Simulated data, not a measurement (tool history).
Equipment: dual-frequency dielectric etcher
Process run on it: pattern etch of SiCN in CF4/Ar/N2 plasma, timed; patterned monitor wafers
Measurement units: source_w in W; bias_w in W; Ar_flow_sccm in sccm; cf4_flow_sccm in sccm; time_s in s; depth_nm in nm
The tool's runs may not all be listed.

run	hour	source_w	bias_w	Ar_flow_sccm	cf4_flow_sccm	time_s	depth_nm
1	0.0	320	91	136	69	55.0	37.648
2	5.9	320	91	152	69	55.0	36.530
3	7.3	320	91	152	64	55.0	36.142
4	13.6	320	91	152	70	55.0	36.722
# hour 22.1: CF4 flow controller replaced
5	22.1	290	90	153	70	55.0	32.714
6	25.3	270	89	153	70	55.0	30.774
7	30.2	260	89	153	70	55.0	30.550

Run 8 has not been measured yet. What should we expect?
8	36.3	250	88	153	70	55.0	?

depth_nm: 29.193 nm
